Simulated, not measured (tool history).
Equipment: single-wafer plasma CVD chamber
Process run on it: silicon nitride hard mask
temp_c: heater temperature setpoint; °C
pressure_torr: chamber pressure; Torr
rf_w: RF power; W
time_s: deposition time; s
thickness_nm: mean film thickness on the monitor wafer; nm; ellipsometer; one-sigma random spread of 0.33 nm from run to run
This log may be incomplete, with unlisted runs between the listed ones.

{"run": 1, "day": 0.0, "temp_c": 375, "pressure_torr": 1.74, "rf_w": 255, "time_s": 65.2, "thickness_nm": 69.903}
{"run": 2, "day": 0.212, "temp_c": 375, "pressure_torr": 1.67, "rf_w": 255, "time_s": 65.2, "thickness_nm": 69.234}
{"run": 3, "day": 0.458, "temp_c": 375, "pressure_torr": 1.67, "rf_w": 255, "time_s": 67.2, "thickness_nm": 71.249}
{"run": 4, "day": 0.558, "temp_c": 369, "pressure_torr": 1.67, "rf_w": 255, "time_s": 67.2, "thickness_nm": 72.476}
{"run": 5, "day": 0.838, "temp_c": 374, "pressure_torr": 1.67, "rf_w": 255, "time_s": 67.2, "thickness_nm": 71.16}
{"run": 6, "day": 1.042, "temp_c": 369, "pressure_torr": 1.67, "rf_w": 255, "time_s": 67.2, "thickness_nm": 71.588}
{"run": 7, "day": 1.121, "temp_c": 369, "pressure_torr": 1.67, "rf_w": 255, "time_s": 67.2, "thickness_nm": 71.21}
{"run": 8, "day": 1.354, "temp_c": 369, "pressure_torr": 1.58, "rf_w": 255, "time_s": 67.2, "thickness_nm": 70.533}
{"run": 9, "day": 1.408, "temp_c": 369, "pressure_torr": 1.5, "rf_w": 255, "time_s": 67.2, "thickness_nm": 69.384}
{"run": 10, "day": 1.571, "temp_c": 369, "pressure_torr": 1.44, "rf_w": 255, "time_s": 67.2, "thickness_nm": 68.944}
{"run": 11, "day": 1.75, "temp_c": 369, "pressure_torr": 1.14, "rf_w": 250, "time_s": 67.2, "thickness_nm": 61.218}

Run 12, settings as shown, results not yet in. Your forecast:
{"run": 12, "day": 2.092, "temp_c": 368, "pressure_torr": 1.19, "rf_w": 250, "time_s": 67.2, "thickness_nm": "?"}

Run 12 yielded thickness_nm 62.863 nm.

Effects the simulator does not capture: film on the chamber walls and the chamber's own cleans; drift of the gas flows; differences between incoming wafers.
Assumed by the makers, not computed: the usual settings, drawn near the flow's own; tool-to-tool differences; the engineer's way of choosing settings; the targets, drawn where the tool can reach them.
